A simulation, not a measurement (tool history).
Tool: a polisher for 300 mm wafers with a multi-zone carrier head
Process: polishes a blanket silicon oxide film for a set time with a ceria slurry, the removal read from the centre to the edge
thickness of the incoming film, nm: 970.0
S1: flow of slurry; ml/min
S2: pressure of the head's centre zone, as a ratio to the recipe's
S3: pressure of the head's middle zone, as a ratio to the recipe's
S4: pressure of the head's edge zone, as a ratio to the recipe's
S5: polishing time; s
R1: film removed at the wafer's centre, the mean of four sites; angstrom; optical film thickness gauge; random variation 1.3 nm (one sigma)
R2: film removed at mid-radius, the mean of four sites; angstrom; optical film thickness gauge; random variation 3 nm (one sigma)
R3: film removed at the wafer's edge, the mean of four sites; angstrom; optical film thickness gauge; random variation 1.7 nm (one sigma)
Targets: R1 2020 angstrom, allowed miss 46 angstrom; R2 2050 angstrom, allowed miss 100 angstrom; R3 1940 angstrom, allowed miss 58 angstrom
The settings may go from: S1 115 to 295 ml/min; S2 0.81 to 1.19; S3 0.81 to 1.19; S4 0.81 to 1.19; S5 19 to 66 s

run  hour   S1    S2    S3    S4  S5      R1      R2      R3
  1     0  190     1     1     1  42    3274  3346.7  3287.1
  2   4.1  190  1.08     1     1  42  3511.4  3378.8  3284.8
  3     7  185  1.05  0.99  0.96  37  3041.4  2859.2  2849.7
  4  14.1  185  1.02  1.01  0.93  34  2697.6  2695.8  2585.5
  5  16.8  185  1.01  1.01   0.9  32  2491.2  2499.2  2367.3
  6    19  185     1     1  0.88  31  2402.1  2484.2  2296.1
  7  23.4  180  0.99  0.98  0.87  30  2276.9  2328.8  2188.8
  8  27.1  170  0.99  0.97  0.85  30  2244.7  2331.3  2108.5
  9  34.1  130  0.94  0.87  0.83  29  1937.7  1854.2  1987.3
 10  39.8  140  0.95  0.89  0.83  29  1979.6  1893.6  2002.5

4 next moves are on the table. One of them brings every result within its allowed miss. Which?
  A  45.5  140  0.91  0.89  0.81  31   ?   ?   ?
  B  45.5  175  0.91  0.81  0.81  29   ?   ?   ?
  C  45.5  205  0.95  0.94  0.81  27   ?   ?   ?
  D  45.5  145  0.94  0.88  0.84  28   ?   ?   ?

move      R1      R2      R3
   A  2038.7  2111.3  2114.6
   B  2010.2  1916.6  2049.1
   C  2015.5  2071.8  1942.4
   D  1920.4  1904.6  1952.5
A: brings the result that was furthest off to its target, and leaves another outside
B: further off than the last run
C: meets every target
D: further off than the last run
Move C is the one to make.

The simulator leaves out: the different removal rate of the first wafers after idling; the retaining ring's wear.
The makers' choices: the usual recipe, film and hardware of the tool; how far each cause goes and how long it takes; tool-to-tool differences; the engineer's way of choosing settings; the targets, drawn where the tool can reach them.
